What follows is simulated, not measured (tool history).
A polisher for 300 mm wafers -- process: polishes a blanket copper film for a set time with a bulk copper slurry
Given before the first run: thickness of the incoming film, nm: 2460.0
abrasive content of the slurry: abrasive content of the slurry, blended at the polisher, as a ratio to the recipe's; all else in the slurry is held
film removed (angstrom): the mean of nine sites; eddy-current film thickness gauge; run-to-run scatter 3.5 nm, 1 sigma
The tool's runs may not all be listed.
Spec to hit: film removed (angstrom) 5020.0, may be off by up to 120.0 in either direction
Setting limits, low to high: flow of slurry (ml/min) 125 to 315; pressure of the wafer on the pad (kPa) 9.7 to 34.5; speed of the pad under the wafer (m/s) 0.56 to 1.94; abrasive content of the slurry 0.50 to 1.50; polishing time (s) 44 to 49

run	hour	flow of slurry (ml/min)	pressure of the wafer on the pad (kPa)	speed of the pad under the wafer (m/s)	abrasive content of the slurry	polishing time (s)	film removed (angstrom)
1	0.0	205	22.1	1.24	1.00	49	7100.1
2	1.0	200	20.7	1.24	1.00	49	6681.8
3	9.0	200	20.7	1.24	1.10	49	6873.1
4	17.9	195	19.3	1.24	1.10	49	6406.9
5	22.7	190	17.9	1.24	1.10	49	5995.4
6	28.8	190	17.9	1.24	1.10	49	5948.7
7	32.2	185	17.2	1.24	1.10	49	5704.8
8	38.1	180	16.5	1.24	1.10	49	5461.0
9	42.2	170	16.5	1.24	1.10	49	5452.0
10	49.4	165	16.5	1.24	1.10	49	5458.2
11	53.9	160	16.5	1.24	1.10	49	5373.7
12	61.4	155	16.5	1.24	1.10	49	5353.5
13	68.3	150	16.5	1.24	1.10	49	5374.3

Exercise: of the 4 proposed moves below, exactly one satisfies all targets within the stated allowed misses. Which move is it?
A	75.2	135	17.2	1.26	1.10	48	?
B	75.2	200	17.9	1.24	1.10	47	?
C	75.2	125	19.3	1.06	0.95	48	?
D	75.2	140	17.9	1.16	1.10	48	?

move	film removed (angstrom)
A	5412.6
B	5729.5
C	4988.7
D	5260.6
A: misses by more than the last run did
B: misses by more than the last run did
C: hits every target within its allowed miss
D: an improvement on the last run, though not all results are within tolerance
The move that meets every target is C.

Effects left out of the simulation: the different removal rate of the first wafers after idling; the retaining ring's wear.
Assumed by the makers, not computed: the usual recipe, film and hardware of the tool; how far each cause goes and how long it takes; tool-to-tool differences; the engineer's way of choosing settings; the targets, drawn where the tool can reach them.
